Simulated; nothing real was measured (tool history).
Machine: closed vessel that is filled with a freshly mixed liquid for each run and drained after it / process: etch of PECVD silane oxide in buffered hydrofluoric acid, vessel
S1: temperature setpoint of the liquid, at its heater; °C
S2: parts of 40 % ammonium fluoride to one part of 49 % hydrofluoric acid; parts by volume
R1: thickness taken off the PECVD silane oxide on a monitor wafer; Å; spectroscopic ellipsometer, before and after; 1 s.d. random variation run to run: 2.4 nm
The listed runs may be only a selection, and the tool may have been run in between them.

run 1 hour=0.0 | S1=24.0 S2=18 time_in_the_liquid_(s)=90 | R1=2398.1
run 2 hour=2.8 | S1=24.5 S2=18 time_in_the_liquid_(s)=90 | R1=2455.8
run 3 hour=6.4 | S1=25.0 S2=18 time_in_the_liquid_(s)=90 | R1=2527.0
run 4 hour=11.6 | S1=25.0 S2=18 time_in_the_liquid_(s)=90 | R1=2504.1
run 5 hour=16.1 | S1=22.5 S2=18 time_in_the_liquid_(s)=90 | R1=2208.8
run 6 hour=22.4 | S1=23.0 S2=18 time_in_the_liquid_(s)=90 | R1=2259.9

Run 7 has not been measured yet. What should we expect?
run 7 hour=31.3 | S1=23.5 S2=18 time_in_the_liquid_(s)=90 | R1=?

For run 7 the tool returned R1 2373.0 Å.
